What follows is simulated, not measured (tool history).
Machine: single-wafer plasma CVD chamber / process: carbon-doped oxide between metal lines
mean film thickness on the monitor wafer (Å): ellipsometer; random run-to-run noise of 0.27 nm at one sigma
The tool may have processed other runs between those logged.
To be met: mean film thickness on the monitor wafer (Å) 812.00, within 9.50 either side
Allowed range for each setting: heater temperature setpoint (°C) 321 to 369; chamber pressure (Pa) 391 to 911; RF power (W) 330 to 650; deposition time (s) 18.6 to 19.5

run,day,heater temperature setpoint (°C),chamber pressure (Pa),RF power (W),deposition time (s),mean film thickness on the monitor wafer (Å)
1,0.000,345,651,490,19.5,912.74
2,0.279,349,611,485,19.5,884.51
3,0.517,349,548,485,19.5,866.03
4,0.825,352,539,485,19.5,856.93
5,0.875,352,539,540,19.5,913.92
6,0.979,352,539,495,19.5,868.37
7,1.079,355,521,495,19.5,861.71
8,1.175,356,495,495,19.5,843.07
9,1.308,358,489,495,19.5,843.42
10,1.654,359,477,495,19.5,835.15
11,1.962,360,472,495,19.5,832.52
12,2.042,361,467,495,19.5,827.98
13,2.208,362,463,495,19.5,830.81
14,2.392,363,453,495,19.5,821.63

Next run, 5 choices. One meets every target within its allowed miss, the rest don't. Which?
A,2.575,367,403,475,19.5,?
B,2.575,367,465,530,19.2,?
C,2.575,368,476,515,19.5,?
D,2.575,363,455,505,18.9,?
E,2.575,369,547,505,19.4,?

move,mean film thickness on the monitor wafer (Å)
A,785.45
B,838.18
C,836.69
D,807.18
E,839.69
A: carries the result that was furthest off beyond its target, to the other side
B: moves away from the targets compared with the last run
C: moves away from the targets compared with the last run
D: all results in spec
E: moves away from the targets compared with the last run
So the answer is move D, the one that meets all the targets.

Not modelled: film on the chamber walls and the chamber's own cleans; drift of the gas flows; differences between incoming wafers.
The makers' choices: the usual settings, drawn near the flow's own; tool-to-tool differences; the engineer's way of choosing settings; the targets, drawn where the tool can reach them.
